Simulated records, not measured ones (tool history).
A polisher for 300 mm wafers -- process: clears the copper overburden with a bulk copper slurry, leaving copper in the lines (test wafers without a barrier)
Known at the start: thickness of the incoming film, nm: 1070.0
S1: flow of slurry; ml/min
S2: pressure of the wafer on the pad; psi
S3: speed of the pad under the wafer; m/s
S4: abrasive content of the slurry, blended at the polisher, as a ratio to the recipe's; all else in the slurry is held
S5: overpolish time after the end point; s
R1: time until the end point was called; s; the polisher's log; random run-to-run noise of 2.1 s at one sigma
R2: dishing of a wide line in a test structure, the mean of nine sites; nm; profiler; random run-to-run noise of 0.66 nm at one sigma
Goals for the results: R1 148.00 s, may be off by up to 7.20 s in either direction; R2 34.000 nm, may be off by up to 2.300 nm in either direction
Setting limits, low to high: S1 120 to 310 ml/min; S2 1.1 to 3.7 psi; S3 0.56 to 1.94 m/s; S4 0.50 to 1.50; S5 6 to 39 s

Run 1, day 0.000: S1 200 ml/min, S2 2.4 psi, S3 1.24 m/s, S4 1.00, S5 20 s. Result: R1 139.23 s, R2 60.339 nm.
Run 2, day 0.300: S1 200 ml/min, S2 2.4 psi, S3 1.24 m/s, S4 1.10, S5 20 s. Result: R1 135.32 s, R2 62.829 nm.
Run 3, day 0.388: S1 200 ml/min, S2 2.3 psi, S3 1.32 m/s, S4 1.00, S5 18 s. Result: R1 138.37 s, R2 61.517 nm.
Run 4, day 0.558: S1 200 ml/min, S2 2.3 psi, S3 1.32 m/s, S4 1.00, S5 12 s. Result: R1 140.70 s, R2 50.180 nm.
Run 5, day 0.808: S1 215 ml/min, S2 2.4 psi, S3 1.24 m/s, S4 1.05, S5 11 s. Result: R1 136.11 s, R2 46.323 nm.
Run 6, day 1.017: S1 225 ml/min, S2 2.4 psi, S3 1.22 m/s, S4 1.05, S5 10 s. Result: R1 138.31 s, R2 45.335 nm.
Run 7, day 1.208: S1 240 ml/min, S2 2.4 psi, S3 1.18 m/s, S4 1.10, S5 9 s. Result: R1 143.70 s, R2 40.517 nm.
Run 8, day 1.496: S1 245 ml/min, S2 2.4 psi, S3 1.18 m/s, S4 1.10, S5 9 s. Result: R1 137.51 s, R2 40.607 nm.
Run 9, day 1.567: S1 250 ml/min, S2 2.4 psi, S3 1.18 m/s, S4 1.10, S5 9 s. Result: R1 135.09 s, R2 41.846 nm.
Run 10, day 1.612: S1 255 ml/min, S2 2.4 psi, S3 1.18 m/s, S4 1.10, S5 9 s. Result: R1 140.46 s, R2 42.981 nm.
Run 11, day 1.808: S1 250 ml/min, S2 2.4 psi, S3 1.16 m/s, S4 1.15, S5 9 s. Result: R1 140.46 s, R2 42.081 nm.
Run 12, day 2.000: S1 250 ml/min, S2 2.4 psi, S3 1.16 m/s, S4 1.15, S5 9 s. Result: R1 141.08 s, R2 40.743 nm.
Run 13, day 2.329: S1 255 ml/min, S2 2.4 psi, S3 1.16 m/s, S4 1.15, S5 9 s. Result: R1 141.42 s, R2 41.037 nm.
Run 14, day 2.525: S1 265 ml/min, S2 2.4 psi, S3 1.14 m/s, S4 1.15, S5 9 s. Result: R1 142.55 s, R2 40.869 nm.
Run 15, day 2.883: S1 270 ml/min, S2 2.4 psi, S3 1.12 m/s, S4 1.20, S5 9 s. Result: R1 139.20 s, R2 41.594 nm.
Run 16, day 3.038: S1 275 ml/min, S2 2.4 psi, S3 1.08 m/s, S4 1.20, S5 9 s. Result: R1 145.97 s, R2 38.866 nm.
Run 17, day 3.062: S1 280 ml/min, S2 2.4 psi, S3 1.08 m/s, S4 1.20, S5 9 s. Result: R1 146.03 s, R2 39.066 nm.
Run 18, day 3.238: S1 285 ml/min, S2 2.4 psi, S3 1.08 m/s, S4 1.20, S5 9 s. Result: R1 146.51 s, R2 39.943 nm.
Run 19, day 3.492: S1 285 ml/min, S2 2.4 psi, S3 1.08 m/s, S4 1.25, S5 9 s. Result: R1 142.87 s, R2 41.175 nm.
Run 20, day 3.592: S1 290 ml/min, S2 2.4 psi, S3 1.08 m/s, S4 1.20, S5 9 s. Result: R1 147.81 s, R2 40.376 nm.
Run 21, day 3.879: S1 285 ml/min, S2 2.4 psi, S3 1.08 m/s, S4 1.25, S5 9 s. Result: R1 145.41 s, R2 40.168 nm.

Which of these 4 next moves meets every target?
Run A, day 4.167: S1 295 ml/min, S2 2.5 psi, S3 0.94 m/s, S4 1.30, S5 6 s. Result: R1 ?, R2 ?.
Run B, day 4.167: S1 285 ml/min, S2 3.0 psi, S3 0.86 m/s, S4 1.10, S5 6 s. Result: R1 ?, R2 ?.
Run C, day 4.167: S1 280 ml/min, S2 2.3 psi, S3 1.12 m/s, S4 1.20, S5 7 s. Result: R1 ?, R2 ?.
Run D, day 4.167: S1 250 ml/min, S2 2.6 psi, S3 0.88 m/s, S4 1.35, S5 6 s. Result: R1 ?, R2 ?.

move      R1      R2
   A  158.06  29.138
   B  150.71  30.500
   C  148.37  34.142
   D  163.30  28.459
A: the result that was furthest off in the last run now lies on the other side of its target
B: the result that was furthest off in the last run now lies on the other side of its target
C: each result inside its tolerance
D: the result that was furthest off in the last run now lies on the other side of its target
Correct choice: C, which meets every target

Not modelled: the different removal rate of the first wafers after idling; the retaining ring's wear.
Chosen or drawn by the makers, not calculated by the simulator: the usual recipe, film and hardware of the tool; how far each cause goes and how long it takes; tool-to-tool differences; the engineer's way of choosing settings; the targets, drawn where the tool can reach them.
